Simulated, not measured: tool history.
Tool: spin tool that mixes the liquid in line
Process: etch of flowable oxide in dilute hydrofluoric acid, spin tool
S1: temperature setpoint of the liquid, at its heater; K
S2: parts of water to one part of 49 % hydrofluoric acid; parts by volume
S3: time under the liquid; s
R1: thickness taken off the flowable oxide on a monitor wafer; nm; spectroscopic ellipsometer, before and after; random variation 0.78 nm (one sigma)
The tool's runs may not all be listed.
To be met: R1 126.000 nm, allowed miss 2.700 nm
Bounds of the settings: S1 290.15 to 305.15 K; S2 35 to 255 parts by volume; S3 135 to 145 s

| run | hour | S1 | S2 | S3 | R1 |
|---|---|---|---|---|---|
| 1 | 0.0 | 297.15 | 145 | 135 | 49.579 |
| 2 | 3.0 | 298.15 | 130 | 135 | 58.088 |
| 3 | 9.1 | 298.15 | 130 | 135 | 57.960 |
| 4 | 15.4 | 299.15 | 120 | 135 | 66.579 |
| 5 | 24.3 | 296.65 | 120 | 135 | 60.191 |
| 6 | 32.2 | 296.65 | 165 | 135 | 41.269 |
| 7 | 38.9 | 300.65 | 110 | 135 | 77.646 |
| 8 | 41.5 | 301.15 | 105 | 135 | 84.267 |
| 9 | 48.6 | 301.65 | 100 | 135 | 89.992 |
| 10 | 57.2 | 302.15 | 95 | 135 | 95.938 |
| 11 | 58.7 | 302.65 | 90 | 135 | 105.240 |

4 next moves are on the table. One of them brings every result within its allowed miss. Which?
| A | 60.2 | 297.15 | 70 | 145 | ? |
| B | 60.2 | 301.65 | 75 | 145 | ? |
| C | 60.2 | 300.15 | 75 | 145 | ? |
| D | 60.2 | 304.15 | 90 | 145 | ? |

| move | R1 |
|---|---|
| A | 119.100 |
| B | 131.990 |
| C | 124.480 |
| D | 118.410 |
A: nearer than the last run, and not there yet
B: takes the result that was furthest off past its target
C: meets every target
D: nearer than the last run, and not there yet
Move C is the one to make.
